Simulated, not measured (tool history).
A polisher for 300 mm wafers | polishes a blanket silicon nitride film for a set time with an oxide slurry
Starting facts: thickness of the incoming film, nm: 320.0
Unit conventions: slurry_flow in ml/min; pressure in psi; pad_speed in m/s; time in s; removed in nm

run    day  slurry_flow  pressure  pad_speed  slurry_solids  time  removed
  1      0          165       2.3       1.14              1    88   34.816
  2  0.317          165       2.1       1.08              1    88   31.034
  3  0.358          165       2.1       1.08           0.85    88   28.737
  4  0.558          165       1.6       1.08           0.85    88   22.239
  5    0.6          165       1.6       1.08           0.85    88   22.167
  6  0.946          165       1.6       1.08           0.85    88   22.235

What does the tool deliver on the next run?
     1.25  -- head pressure recalibrated
  7  1.25          165       1.5       1.06           0.85    88        ?

Run 7 produced removed 19.557 nm.
